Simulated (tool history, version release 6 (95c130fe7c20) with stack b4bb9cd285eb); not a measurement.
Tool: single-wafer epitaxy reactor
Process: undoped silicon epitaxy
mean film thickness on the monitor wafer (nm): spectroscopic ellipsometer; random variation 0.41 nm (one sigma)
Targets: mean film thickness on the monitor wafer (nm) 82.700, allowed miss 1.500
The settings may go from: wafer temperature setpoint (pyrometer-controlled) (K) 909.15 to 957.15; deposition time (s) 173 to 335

run,hour,wafer temperature setpoint (pyrometer-controlled) (K),deposition time (s),mean film thickness on the monitor wafer (nm)
1,0.0,933.15,254,52.798
2,2.5,940.15,255,60.742
3,11.3,945.15,255,66.579
4,17.1,949.15,255,71.754
5,18.0,944.15,255,65.327
6,22.9,948.15,255,69.732
7,29.5,951.15,256,73.667
8,37.9,953.15,257,77.591
9,44.7,954.15,257,79.330
10,47.9,955.15,257,80.219

Which of these 4 next moves meets every target?
A,51.1,952.15,281,?
B,51.1,957.15,248,?
C,51.1,956.15,253,?
D,51.1,948.15,281,?

move,mean film thickness on the monitor wafer (nm)
A,83.588
B,80.730
C,80.892
D,77.726
A: meets every target
B: nearer than the last run, and not there yet
C: nearer than the last run, and not there yet
D: further off than the last run
The right move is A.
